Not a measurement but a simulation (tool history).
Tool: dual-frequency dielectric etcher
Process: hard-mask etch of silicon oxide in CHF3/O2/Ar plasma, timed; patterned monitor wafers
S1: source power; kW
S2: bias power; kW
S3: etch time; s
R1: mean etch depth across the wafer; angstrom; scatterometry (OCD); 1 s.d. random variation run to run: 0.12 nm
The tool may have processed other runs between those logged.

Run 1, hour 0.0: S1 0.730 kW, S2 0.132 kW, S3 19.0 s. Result: R1 355.63 angstrom.
Run 2, hour 1.3: S1 0.690 kW, S2 0.128 kW, S3 19.0 s. Result: R1 343.44 angstrom.
Run 3, hour 3.8: S1 0.690 kW, S2 0.128 kW, S3 19.0 s. Result: R1 344.69 angstrom.
Run 4, hour 9.1: S1 0.650 kW, S2 0.125 kW, S3 19.0 s. Result: R1 333.20 angstrom.
Run 5, hour 17.6: S1 0.560 kW, S2 0.125 kW, S3 19.0 s. Result: R1 315.88 angstrom.
Run 6, hour 23.3: S1 0.560 kW, S2 0.138 kW, S3 19.0 s. Result: R1 328.01 angstrom.
Run 7, hour 30.9: S1 0.540 kW, S2 0.136 kW, S3 19.0 s. Result: R1 321.58 angstrom.
Run 8, hour 37.5: S1 0.520 kW, S2 0.134 kW, S3 19.0 s. Result: R1 314.67 angstrom.

Estimate the outcome of run 9 from the log above:
Run 9, hour 43.5: S1 0.510 kW, S2 0.133 kW, S3 19.0 s. Result: R1 ?.

R1: 313.59 angstrom
